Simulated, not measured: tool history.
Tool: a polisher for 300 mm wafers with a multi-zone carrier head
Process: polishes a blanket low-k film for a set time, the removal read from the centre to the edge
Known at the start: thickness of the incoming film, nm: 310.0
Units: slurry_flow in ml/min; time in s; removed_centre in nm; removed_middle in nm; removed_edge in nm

Run 1, hour 0.0: slurry_flow 170 ml/min, centre_zone 1.00, middle_zone 1.00, edge_zone 1.00, slurry_solids 1.00, time 85 s. Result: removed_centre 24.495 nm, removed_middle 23.828 nm, removed_edge 24.709 nm.
Run 2, hour 8.6: slurry_flow 170 ml/min, centre_zone 1.00, middle_zone 1.00, edge_zone 1.00, slurry_solids 1.00, time 68 s. Result: removed_centre 18.919 nm, removed_middle 19.137 nm, removed_edge 19.612 nm.
Run 3, hour 14.7: slurry_flow 170 ml/min, centre_zone 0.95, middle_zone 1.00, edge_zone 1.00, slurry_solids 1.00, time 68 s. Result: removed_centre 18.417 nm, removed_middle 18.883 nm, removed_edge 19.493 nm.
Run 4, hour 18.2: slurry_flow 155 ml/min, centre_zone 0.92, middle_zone 0.95, edge_zone 0.98, slurry_solids 0.85, time 65 s. Result: removed_centre 14.855 nm, removed_middle 14.925 nm, removed_edge 16.143 nm.
Run 5, hour 25.2: slurry_flow 155 ml/min, centre_zone 0.92, middle_zone 0.95, edge_zone 0.98, slurry_solids 1.00, time 65 s. Result: removed_centre 17.189 nm, removed_middle 17.237 nm, removed_edge 18.341 nm.
Run 6, hour 32.6: slurry_flow 155 ml/min, centre_zone 0.92, middle_zone 0.91, edge_zone 0.98, slurry_solids 1.00, time 65 s. Result: removed_centre 16.680 nm, removed_middle 16.661 nm, removed_edge 18.495 nm.
Run 7, hour 34.0: slurry_flow 140 ml/min, centre_zone 0.91, middle_zone 0.88, edge_zone 0.96, slurry_solids 0.90, time 65 s. Result: removed_centre 15.210 nm, removed_middle 14.857 nm, removed_edge 16.543 nm.
Run 8, hour 38.4: slurry_flow 135 ml/min, centre_zone 0.91, middle_zone 0.86, edge_zone 0.97, slurry_solids 0.80, time 65 s. Result: removed_centre 13.649 nm, removed_middle 12.940 nm, removed_edge 15.029 nm.
Run 9, hour 46.9: slurry_flow 125 ml/min, centre_zone 0.90, middle_zone 0.85, edge_zone 0.97, slurry_solids 0.75, time 65 s. Result: removed_centre 12.268 nm, removed_middle 11.733 nm, removed_edge 13.960 nm.

Forecast run 10:
Run 10, hour 54.3: slurry_flow 120 ml/min, centre_zone 0.90, middle_zone 0.84, edge_zone 0.96, slurry_solids 0.75, time 65 s. Result: removed_centre ?, removed_middle ?, removed_edge ?.

{"run 10": {"removed_centre": 12.26, "removed_middle": 11.246, "removed_edge": 13.696}}
